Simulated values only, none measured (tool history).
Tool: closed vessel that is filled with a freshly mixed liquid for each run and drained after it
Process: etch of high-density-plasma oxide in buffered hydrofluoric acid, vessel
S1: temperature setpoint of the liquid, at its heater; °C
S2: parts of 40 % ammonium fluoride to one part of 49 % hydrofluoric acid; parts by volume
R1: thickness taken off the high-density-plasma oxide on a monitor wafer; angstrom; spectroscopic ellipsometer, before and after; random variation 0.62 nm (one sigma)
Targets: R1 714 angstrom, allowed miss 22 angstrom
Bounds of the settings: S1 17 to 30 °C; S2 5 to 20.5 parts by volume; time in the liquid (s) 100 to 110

Run 1, hour 0: S1 22 °C, S2 12.5 parts by volume, time in the liquid (s) 100. Result: R1 1208.5 angstrom.
Run 2, hour 3.3: S1 21 °C, S2 13 parts by volume, time in the liquid (s) 100. Result: R1 1113.1 angstrom.
Run 3, hour 10.6: S1 23.5 °C, S2 13 parts by volume, time in the liquid (s) 100. Result: R1 1286.5 angstrom.
Run 4, hour 13.8: S1 23.5 °C, S2 13 parts by volume, time in the liquid (s) 110. Result: R1 1398.8 angstrom.
At hour 21.2: thermometer replaced.
Run 5, hour 21.2: S1 23.5 °C, S2 11.5 parts by volume, time in the liquid (s) 110. Result: R1 1380.4 angstrom.
Run 6, hour 28: S1 22 °C, S2 13.5 parts by volume, time in the liquid (s) 110. Result: R1 1105 angstrom.
Run 7, hour 32.4: S1 21 °C, S2 13.5 parts by volume, time in the liquid (s) 110. Result: R1 1037.1 angstrom.
Run 8, hour 33.3: S1 21 °C, S2 13.5 parts by volume, time in the liquid (s) 110. Result: R1 1035 angstrom.

4 next moves are on the table. One of them brings every result within its allowed miss. Which?
Run A, hour 34.2: S1 17.5 °C, S2 18 parts by volume, time in the liquid (s) 105. Result: R1 ?.
Run B, hour 34.2: S1 20.5 °C, S2 14.5 parts by volume, time in the liquid (s) 100. Result: R1 ?.
Run C, hour 34.2: S1 24.5 °C, S2 14 parts by volume, time in the liquid (s) 110. Result: R1 ?.
Run D, hour 34.2: S1 19.5 °C, S2 17.5 parts by volume, time in the liquid (s) 105. Result: R1 ?.

move      R1
   A  616.52
   B  860.71
   C  1221.8
   D  709.99
A: takes the result that was furthest off past its target
B: nearer than the last run, and not there yet
C: further off than the last run
D: meets every target
Answer: D
